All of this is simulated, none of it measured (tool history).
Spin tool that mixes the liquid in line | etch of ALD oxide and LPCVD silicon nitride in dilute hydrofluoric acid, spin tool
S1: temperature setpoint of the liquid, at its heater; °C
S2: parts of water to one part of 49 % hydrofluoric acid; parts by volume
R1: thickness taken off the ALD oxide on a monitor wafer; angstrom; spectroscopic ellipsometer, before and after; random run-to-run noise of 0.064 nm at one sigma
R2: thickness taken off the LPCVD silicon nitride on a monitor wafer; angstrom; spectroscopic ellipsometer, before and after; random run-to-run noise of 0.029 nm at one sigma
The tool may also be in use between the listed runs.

Run 1, hour 0.0: S1 20.0 °C, S2 40 parts by volume, time under the liquid (s) 30. Result: R1 108.20 angstrom, R2 2.6897 angstrom.
Run 2, hour 2.7: S1 19.5 °C, S2 40 parts by volume, time under the liquid (s) 30. Result: R1 106.81 angstrom, R2 2.8928 angstrom.
Run 3, hour 7.9: S1 19.5 °C, S2 40 parts by volume, time under the liquid (s) 45. Result: R1 159.52 angstrom, R2 4.6663 angstrom.
Run 4, hour 11.1: S1 19.5 °C, S2 40 parts by volume, time under the liquid (s) 55. Result: R1 194.10 angstrom, R2 4.2521 angstrom.
Run 5, hour 18.3: S1 19.0 °C, S2 45 parts by volume, time under the liquid (s) 55. Result: R1 169.30 angstrom, R2 3.5385 angstrom.
Run 6, hour 22.5: S1 19.0 °C, S2 45 parts by volume, time under the liquid (s) 40. Result: R1 122.31 angstrom, R2 2.4590 angstrom.

Predict the results of run 7:
Run 7, hour 26.2: S1 19.0 °C, S2 50 parts by volume, time under the liquid (s) 40. Result: R1 ?, R2 ?.

Run 7 yielded R1 109.14 angstrom, R2 1.5740 angstrom.

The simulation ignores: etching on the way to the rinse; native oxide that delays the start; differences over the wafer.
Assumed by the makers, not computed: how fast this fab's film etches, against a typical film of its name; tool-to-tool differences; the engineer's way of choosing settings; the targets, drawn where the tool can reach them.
